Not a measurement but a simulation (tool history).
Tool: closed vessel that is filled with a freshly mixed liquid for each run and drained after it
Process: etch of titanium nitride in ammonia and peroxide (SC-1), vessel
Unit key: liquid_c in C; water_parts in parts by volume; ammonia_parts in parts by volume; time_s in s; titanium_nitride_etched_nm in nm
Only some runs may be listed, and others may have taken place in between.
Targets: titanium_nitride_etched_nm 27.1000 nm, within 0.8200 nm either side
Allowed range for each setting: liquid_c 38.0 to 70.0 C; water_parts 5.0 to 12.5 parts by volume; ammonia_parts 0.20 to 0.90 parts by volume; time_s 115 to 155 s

run,hour,liquid_c,water_parts,ammonia_parts,time_s,titanium_nitride_etched_nm
1,0.0,54.0,7.0,0.50,155,11.2700
2,5.9,54.0,6.0,0.50,155,12.4650
3,7.7,54.0,7.0,0.50,155,11.4120
4,8.7,51.5,7.0,0.50,155,9.5659
5,15.6,46.0,7.0,0.50,155,6.5159
# hour 24.5: ammonia flow meter replaced
6,24.5,49.5,7.0,0.50,155,8.2720
7,33.2,52.5,7.0,0.50,155,10.2050
8,38.9,60.5,7.0,0.50,155,17.2660
9,46.9,61.5,7.0,0.50,155,18.7370
10,56.3,62.5,7.0,0.50,155,19.7460
11,63.1,63.5,7.0,0.50,155,20.8290
12,68.9,64.0,7.0,0.50,155,21.7510
13,72.7,64.5,7.0,0.50,155,22.4000
14,76.7,64.5,7.0,0.50,155,22.3520
15,84.6,65.0,7.0,0.50,155,23.1610
16,89.8,65.5,7.0,0.50,155,24.1910

Exactly one of the 4 candidate moves below puts every result within its allowed miss. Which one?
A,95.0,67.5,5.5,0.60,135,?
B,95.0,66.5,5.0,0.35,155,?
C,95.0,67.0,5.0,0.65,145,?
D,95.0,67.0,7.5,0.55,120,?

move,titanium_nitride_etched_nm
A,27.7900
B,28.7640
C,30.5700
D,20.3380
A: hits every target within its allowed miss
B: takes the result that was furthest off past its target
C: takes the result that was furthest off past its target
D: moves away from the targets compared with the last run
A meets every target.

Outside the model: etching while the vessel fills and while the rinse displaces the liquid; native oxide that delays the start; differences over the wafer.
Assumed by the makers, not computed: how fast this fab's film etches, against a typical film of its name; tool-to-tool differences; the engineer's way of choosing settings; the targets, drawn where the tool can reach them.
